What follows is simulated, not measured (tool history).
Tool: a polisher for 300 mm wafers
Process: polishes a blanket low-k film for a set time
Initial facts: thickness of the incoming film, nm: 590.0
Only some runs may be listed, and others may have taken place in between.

| run | day | flow of slurry (ml/min) | pressure of the wafer on the pad (psi) | speed of the pad under the wafer (cm/s) | abrasive content of the slurry | polishing time (s) | film removed (nm) |
|---|---|---|---|---|---|---|---|
| 1 | 0 | 225 | 2.4 | 120 | 1 | 30 | 16.93 |
| 2 | 0.242 | 275 | 2.4 | 120 | 1 | 30 | 17.726 |
| 3 | 0.454 | 275 | 2.4 | 120 | 1.1 | 30 | 18.477 |
| 4 | 0.654 | 270 | 2.2 | 120 | 1.1 | 30 | 16.931 |
|  | 0.767 | head pressure recalibrated |
| 5 | 0.767 | 265 | 2.1 | 120 | 1.1 | 30 | 17.204 |
| 6 | 0.858 | 265 | 2.1 | 94 | 1.1 | 30 | 13.733 |
| 7 | 1.05 | 265 | 2 | 94 | 1.1 | 30 | 13.282 |

Estimate the outcome of run 8 from the log above:
| 8 | 1.358 | 265 | 1.9 | 94 | 1.1 | 30 | ? |

film removed (nm): 12.748
